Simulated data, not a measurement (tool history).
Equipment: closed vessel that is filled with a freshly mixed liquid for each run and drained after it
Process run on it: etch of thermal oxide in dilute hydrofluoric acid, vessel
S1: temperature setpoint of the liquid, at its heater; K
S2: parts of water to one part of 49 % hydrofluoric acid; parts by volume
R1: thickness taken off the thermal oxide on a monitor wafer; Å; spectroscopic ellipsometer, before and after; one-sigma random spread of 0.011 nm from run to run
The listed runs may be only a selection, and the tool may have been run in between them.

run 1 hour=0.0 | S1=297.15 S2=225 time_in_the_liquid_(s)=190 | R1=36.859
run 2 hour=2.2 | S1=297.15 S2=200 time_in_the_liquid_(s)=190 | R1=41.990
run 3 hour=7.6 | S1=297.15 S2=200 time_in_the_liquid_(s)=190 | R1=42.440
run 4 hour=11.9 | S1=296.15 S2=215 time_in_the_liquid_(s)=190 | R1=37.307
run 5 hour=16.0 | S1=295.65 S2=225 time_in_the_liquid_(s)=190 | R1=34.626
run 6 hour=23.8 | S1=295.15 S2=235 time_in_the_liquid_(s)=190 | R1=31.989

Run 7, settings as shown, results not yet in. Your forecast:
run 7 hour=25.9 | S1=291.15 S2=325 time_in_the_liquid_(s)=190 | R1=?

R1: 18.457 Å
